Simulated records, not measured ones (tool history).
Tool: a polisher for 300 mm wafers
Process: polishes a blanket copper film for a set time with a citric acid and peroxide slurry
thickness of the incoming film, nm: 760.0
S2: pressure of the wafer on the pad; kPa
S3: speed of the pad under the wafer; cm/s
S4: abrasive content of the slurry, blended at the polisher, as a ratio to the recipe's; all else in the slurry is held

{"run": 1, "hour": 0.0, "flow of slurry (ml/min)": 200, "S2": 21.4, "S3": 80, "S4": 1.0, "polishing time (s)": 127, "film removed (angstrom)": 2168.3}
{"run": 2, "hour": 7.1, "flow of slurry (ml/min)": 195, "S2": 18.6, "S3": 80, "S4": 1.0, "polishing time (s)": 127, "film removed (angstrom)": 1904.1}
{"run": 3, "hour": 9.0, "flow of slurry (ml/min)": 195, "S2": 18.6, "S3": 92, "S4": 1.0, "polishing time (s)": 127, "film removed (angstrom)": 2096.5}
{"run": 4, "hour": 14.9, "flow of slurry (ml/min)": 190, "S2": 15.9, "S3": 92, "S4": 1.0, "polishing time (s)": 127, "film removed (angstrom)": 1773.9}
{"run": 5, "hour": 16.7, "flow of slurry (ml/min)": 185, "S2": 14.5, "S3": 92, "S4": 1.0, "polishing time (s)": 127, "film removed (angstrom)": 1623.6}
{"run": 6, "hour": 20.7, "flow of slurry (ml/min)": 220, "S2": 14.5, "S3": 92, "S4": 1.0, "polishing time (s)": 127, "film removed (angstrom)": 1682.6}
{"run": 7, "hour": 28.3, "flow of slurry (ml/min)": 180, "S2": 10.3, "S3": 92, "S4": 1.0, "polishing time (s)": 127, "film removed (angstrom)": 1187.3}
{"run": 8, "hour": 31.9, "flow of slurry (ml/min)": 200, "S2": 10.3, "S3": 92, "S4": 1.0, "polishing time (s)": 127, "film removed (angstrom)": 1229.3}
{"run": 9, "hour": 37.3, "flow of slurry (ml/min)": 215, "S2": 10.3, "S3": 92, "S4": 1.0, "polishing time (s)": 127, "film removed (angstrom)": 1212.9}
{"run": 10, "hour": 43.8, "flow of slurry (ml/min)": 215, "S2": 11.0, "S3": 92, "S4": 1.0, "polishing time (s)": 127, "film removed (angstrom)": 1273.1}
{"run": 11, "hour": 45.8, "flow of slurry (ml/min)": 230, "S2": 13.1, "S3": 92, "S4": 1.0, "polishing time (s)": 127, "film removed (angstrom)": 1533.0}
{"run": 12, "hour": 51.0, "flow of slurry (ml/min)": 215, "S2": 13.1, "S3": 92, "S4": 1.0, "polishing time (s)": 127, "film removed (angstrom)": 1509.6}
{"run": 13, "hour": 57.1, "flow of slurry (ml/min)": 205, "S2": 13.1, "S3": 92, "S4": 1.0, "polishing time (s)": 127, "film removed (angstrom)": 1521.1}

Run 14 comes next. What will it give?
{"run": 14, "hour": 63.4, "flow of slurry (ml/min)": 195, "S2": 13.1, "S3": 92, "S4": 1.0, "polishing time (s)": 127, "film removed (angstrom)": "?"}

film removed (angstrom): 1488.7
